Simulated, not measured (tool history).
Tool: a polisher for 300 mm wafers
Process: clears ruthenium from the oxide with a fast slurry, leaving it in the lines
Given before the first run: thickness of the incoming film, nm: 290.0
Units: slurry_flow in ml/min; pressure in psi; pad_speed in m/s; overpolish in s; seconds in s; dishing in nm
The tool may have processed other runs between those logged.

| run | day | slurry_flow | pressure | pad_speed | slurry_solids | overpolish | seconds | dishing |
|---|---|---|---|---|---|---|---|---|
| 1 | 0.000 | 160 | 2.8 | 0.88 | 1.0 | 23 | 97.082 | 54.964 |
| 2 | 0.075 | 160 | 3.1 | 0.88 | 1.0 | 25 | 93.044 | 63.582 |
| 3 | 0.321 | 160 | 3.1 | 0.88 | 1.0 | 30 | 90.090 | 72.922 |
| 4 | 0.608 | 160 | 2.4 | 0.88 | 1.0 | 30 | 115.290 | 58.483 |
| 5 | 0.871 | 160 | 2.4 | 0.88 | 0.9 | 30 | 122.190 | 56.683 |
| 6 | 1.096 | 165 | 2.9 | 0.88 | 0.9 | 30 | 101.860 | 66.246 |
| 7 | 1.129 | 170 | 3.2 | 0.88 | 0.9 | 30 | 92.518 | 70.794 |

What does the tool deliver on the next run?
| 8 | 1.208 | 170 | 3.4 | 0.88 | 0.9 | 31 | ? | ? |

{"run 8": {"seconds": 86.367, "dishing": 78.667}}

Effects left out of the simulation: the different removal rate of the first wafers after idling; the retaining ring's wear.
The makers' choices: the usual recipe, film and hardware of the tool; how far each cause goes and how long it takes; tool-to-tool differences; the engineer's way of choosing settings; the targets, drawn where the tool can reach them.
